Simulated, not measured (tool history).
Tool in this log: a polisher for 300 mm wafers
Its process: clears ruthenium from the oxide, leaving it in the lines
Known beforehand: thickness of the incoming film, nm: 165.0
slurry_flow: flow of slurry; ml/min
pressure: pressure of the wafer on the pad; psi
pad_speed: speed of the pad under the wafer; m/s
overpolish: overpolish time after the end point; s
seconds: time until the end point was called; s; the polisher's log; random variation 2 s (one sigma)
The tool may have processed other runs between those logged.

{"run": 1, "hour": 0.0, "slurry_flow": 125, "pressure": 2.5, "pad_speed": 0.76, "overpolish": 11, "seconds": 185.45}
{"run": 2, "hour": 1.0, "slurry_flow": 125, "pressure": 2, "pad_speed": 0.76, "overpolish": 11, "seconds": 217.82}
{"run": 3, "hour": 3.7, "slurry_flow": 125, "pressure": 2.3, "pad_speed": 0.78, "overpolish": 11, "seconds": 181.56}
{"run": 4, "hour": 5.7, "slurry_flow": 125, "pressure": 2.5, "pad_speed": 0.78, "overpolish": 11, "seconds": 169.03}
{"run": 5, "hour": 8.6, "slurry_flow": 125, "pressure": 2.7, "pad_speed": 0.78, "overpolish": 11, "seconds": 160.45}
{"run": 6, "hour": 12.3, "slurry_flow": 125, "pressure": 2.9, "pad_speed": 0.78, "overpolish": 11, "seconds": 150.77}
{"run": 7, "hour": 17.4, "slurry_flow": 125, "pressure": 3, "pad_speed": 0.78, "overpolish": 11, "seconds": 147.23}
{"run": 8, "hour": 18.5, "slurry_flow": 125, "pressure": 3.1, "pad_speed": 0.78, "overpolish": 11, "seconds": 142.41}
{"run": 9, "hour": 20.5, "slurry_flow": 125, "pressure": 3.2, "pad_speed": 0.78, "overpolish": 11, "seconds": 134.39}
{"run": 10, "hour": 23.4, "slurry_flow": 125, "pressure": 3.3, "pad_speed": 0.78, "overpolish": 11, "seconds": 130.67}

What does the tool deliver on the next run?
{"run": 11, "hour": 27.7, "slurry_flow": 125, "pressure": 3.4, "pad_speed": 0.78, "overpolish": 11, "seconds": "?"}

{"run 11": {"seconds": 125.83}}

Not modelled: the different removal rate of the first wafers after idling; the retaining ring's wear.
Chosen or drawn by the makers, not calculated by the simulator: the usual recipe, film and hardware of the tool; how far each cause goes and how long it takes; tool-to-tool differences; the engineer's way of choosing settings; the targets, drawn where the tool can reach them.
